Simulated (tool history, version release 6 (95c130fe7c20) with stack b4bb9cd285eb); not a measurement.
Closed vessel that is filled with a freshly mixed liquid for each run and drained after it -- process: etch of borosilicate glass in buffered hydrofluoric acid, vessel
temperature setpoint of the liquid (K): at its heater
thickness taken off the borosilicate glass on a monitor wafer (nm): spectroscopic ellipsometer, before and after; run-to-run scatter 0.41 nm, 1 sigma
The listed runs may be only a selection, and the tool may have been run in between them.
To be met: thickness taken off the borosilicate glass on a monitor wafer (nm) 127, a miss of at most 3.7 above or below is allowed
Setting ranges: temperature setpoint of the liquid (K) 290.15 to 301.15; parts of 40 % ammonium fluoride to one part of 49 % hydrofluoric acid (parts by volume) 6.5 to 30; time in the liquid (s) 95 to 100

run,hour,temperature setpoint of the liquid (K),parts of 40 % ammonium fluoride to one part of 49 % hydrofluoric acid (parts by volume),time in the liquid (s),thickness taken off the borosilicate glass on a monitor wafer (nm)
1,0,293.15,19.5,95,48.516
2,1.8,293.15,19.5,100,50.991
3,3.5,294.15,18,100,58.638
4,6.2,294.15,18,95,55.437
5,6.8,297.65,18,95,67.52
6,15.2,298.15,16.5,95,75.478
7,19.2,298.65,15.5,95,82.051
8,26.2,301.15,9,95,154.4
9,33,300.65,9,95,150.27
10,41.7,300.15,9,95,146.89
11,50.4,299.65,9,95,143.25
12,53.6,299.65,9,95,143.36
13,59.2,299.15,9,95,139.51
14,63.8,298.15,9,95,132.15

Of the 5 settings listed for the next run, only one would bring every result within its allowed miss of target. Which one?
A,68.4,295.65,7.5,95,?
B,68.4,300.15,9,95,?
C,68.4,298.15,8.5,95,?
D,68.4,297.65,8.5,95,?
E,68.4,295.15,8,95,?

move,thickness taken off the borosilicate glass on a monitor wafer (nm)
A,141.31
B,146.77
C,140.66
D,136.97
E,128.09
A: the biggest miss grows against the last run
B: the biggest miss grows against the last run
C: the biggest miss grows against the last run
D: the biggest miss grows against the last run
E: all results land within tolerance of their targets
Correct choice: E, which meets every target
